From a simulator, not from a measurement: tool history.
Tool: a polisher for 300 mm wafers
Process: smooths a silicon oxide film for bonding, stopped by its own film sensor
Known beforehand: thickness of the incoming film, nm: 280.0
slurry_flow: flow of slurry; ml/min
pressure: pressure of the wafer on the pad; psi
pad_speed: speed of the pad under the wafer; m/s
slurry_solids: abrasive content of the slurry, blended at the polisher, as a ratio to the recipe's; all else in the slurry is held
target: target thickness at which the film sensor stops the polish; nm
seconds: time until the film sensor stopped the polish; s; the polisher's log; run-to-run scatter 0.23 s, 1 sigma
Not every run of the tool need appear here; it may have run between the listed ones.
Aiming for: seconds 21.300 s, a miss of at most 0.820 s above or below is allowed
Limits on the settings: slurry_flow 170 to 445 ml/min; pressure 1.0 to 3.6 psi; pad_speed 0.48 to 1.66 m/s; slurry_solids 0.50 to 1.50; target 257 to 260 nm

run	hour	slurry_flow	pressure	pad_speed	slurry_solids	target	seconds
1	0.0	285	2.3	1.06	1.00	257	28.809
2	4.0	285	2.4	1.06	1.00	257	27.207
3	7.5	285	2.5	1.06	1.00	257	26.207
4	15.0	285	2.5	1.06	1.15	257	24.524
5	24.0	285	2.5	1.06	1.15	257	24.653
6	32.3	350	2.5	1.06	1.15	257	24.140
7	36.4	350	2.7	1.06	1.15	257	22.450
# hour 43.7: head pressure recalibrated
8	43.7	350	2.8	1.06	1.15	257	23.132
9	50.5	350	2.9	1.06	1.15	257	22.254

Below are 5 possible settings for the next run. Only one of them brings all results inside the allowed miss of their targets. Which is it?
A	57.3	390	3.1	0.92	1.05	258	?
B	57.3	340	2.3	1.08	1.05	260	?
C	57.3	320	3.4	0.88	1.00	258	?
D	57.3	365	2.7	0.98	1.05	260	?
E	57.3	330	3.0	1.00	1.20	258	?

move	seconds
A	23.254
B	25.137
C	22.861
D	23.114
E	21.510
A: its largest miss is bigger than the last run's
B: its largest miss is bigger than the last run's
C: its largest miss is bigger than the last run's
D: its largest miss is bigger than the last run's
E: each result inside its tolerance
Answer: E
